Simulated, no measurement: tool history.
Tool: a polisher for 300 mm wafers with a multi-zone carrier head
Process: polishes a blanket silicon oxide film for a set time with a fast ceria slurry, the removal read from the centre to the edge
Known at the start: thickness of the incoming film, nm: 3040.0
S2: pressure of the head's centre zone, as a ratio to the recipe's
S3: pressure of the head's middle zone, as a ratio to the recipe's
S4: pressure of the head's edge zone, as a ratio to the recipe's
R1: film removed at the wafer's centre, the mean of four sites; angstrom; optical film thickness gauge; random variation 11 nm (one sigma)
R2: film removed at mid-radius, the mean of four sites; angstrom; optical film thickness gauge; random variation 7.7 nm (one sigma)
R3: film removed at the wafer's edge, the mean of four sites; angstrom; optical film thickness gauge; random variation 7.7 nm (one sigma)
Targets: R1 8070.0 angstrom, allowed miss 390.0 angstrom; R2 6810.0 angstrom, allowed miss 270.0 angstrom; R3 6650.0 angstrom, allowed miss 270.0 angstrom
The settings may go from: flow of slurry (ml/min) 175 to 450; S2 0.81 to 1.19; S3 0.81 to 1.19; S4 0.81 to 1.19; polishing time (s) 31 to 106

Run 1, hour 0.0: flow of slurry (ml/min) 290, S2 1.00, S3 1.00, S4 1.00, polishing time (s) 68. Result: R1 9205.0 angstrom, R2 9130.8 angstrom, R3 9373.4 angstrom.
Run 2, hour 5.1: flow of slurry (ml/min) 290, S2 1.02, S3 1.00, S4 0.98, polishing time (s) 65. Result: R1 9178.1 angstrom, R2 8790.7 angstrom, R3 8949.0 angstrom.
Run 3, hour 12.8: flow of slurry (ml/min) 290, S2 1.03, S3 1.00, S4 0.96, polishing time (s) 62. Result: R1 8886.8 angstrom, R2 8345.2 angstrom, R3 8502.9 angstrom.
Run 4, hour 19.8: flow of slurry (ml/min) 290, S2 1.12, S3 1.00, S4 0.96, polishing time (s) 62. Result: R1 9506.9 angstrom, R2 8483.6 angstrom, R3 8430.1 angstrom.
Run 5, hour 20.4: flow of slurry (ml/min) 290, S2 1.12, S3 1.00, S4 0.95, polishing time (s) 60. Result: R1 9344.2 angstrom, R2 8192.5 angstrom, R3 8079.8 angstrom.
Run 6, hour 23.4: flow of slurry (ml/min) 290, S2 1.12, S3 1.03, S4 0.95, polishing time (s) 60. Result: R1 9332.4 angstrom, R2 8357.3 angstrom, R3 7949.5 angstrom.
Run 7, hour 24.9: flow of slurry (ml/min) 290, S2 1.12, S3 1.02, S4 0.94, polishing time (s) 58. Result: R1 8737.4 angstrom, R2 8032.9 angstrom, R3 7848.2 angstrom.
Run 8, hour 26.3: flow of slurry (ml/min) 295, S2 1.13, S3 1.01, S4 0.92, polishing time (s) 57. Result: R1 8969.9 angstrom, R2 7953.0 angstrom, R3 7560.7 angstrom.
Run 9, hour 32.9: flow of slurry (ml/min) 295, S2 1.13, S3 1.00, S4 0.91, polishing time (s) 56. Result: R1 8913.7 angstrom, R2 7704.8 angstrom, R3 7214.4 angstrom.
Run 10, hour 37.1: flow of slurry (ml/min) 280, S2 1.06, S3 0.90, S4 0.88, polishing time (s) 53. Result: R1 7629.6 angstrom, R2 6652.9 angstrom, R3 6932.4 angstrom.

Which of these 4 next moves meets every target?
Run A, hour 41.3: flow of slurry (ml/min) 325, S2 1.09, S3 1.04, S4 0.81, polishing time (s) 53. Result: R1 ?, R2 ?, R3 ?.
Run B, hour 41.3: flow of slurry (ml/min) 295, S2 1.10, S3 1.02, S4 0.81, polishing time (s) 53. Result: R1 ?, R2 ?, R3 ?.
Run C, hour 41.3: flow of slurry (ml/min) 365, S2 1.08, S3 1.01, S4 0.81, polishing time (s) 52. Result: R1 ?, R2 ?, R3 ?.
Run D, hour 41.3: flow of slurry (ml/min) 310, S2 1.13, S3 0.96, S4 0.86, polishing time (s) 51. Result: R1 ?, R2 ?, R3 ?.

move      R1      R2      R3
   A  7866.7  7452.9  6668.1
   B  7813.8  7228.1  6600.3
   C  7776.7  7243.1  6620.1
   D  7786.4  6656.4  6562.8
A: brings the result that was furthest off to its target, and leaves another outside
B: brings the result that was furthest off to its target, and leaves another outside
C: brings the result that was furthest off to its target, and leaves another outside
D: meets every target
Move D is the one to make.

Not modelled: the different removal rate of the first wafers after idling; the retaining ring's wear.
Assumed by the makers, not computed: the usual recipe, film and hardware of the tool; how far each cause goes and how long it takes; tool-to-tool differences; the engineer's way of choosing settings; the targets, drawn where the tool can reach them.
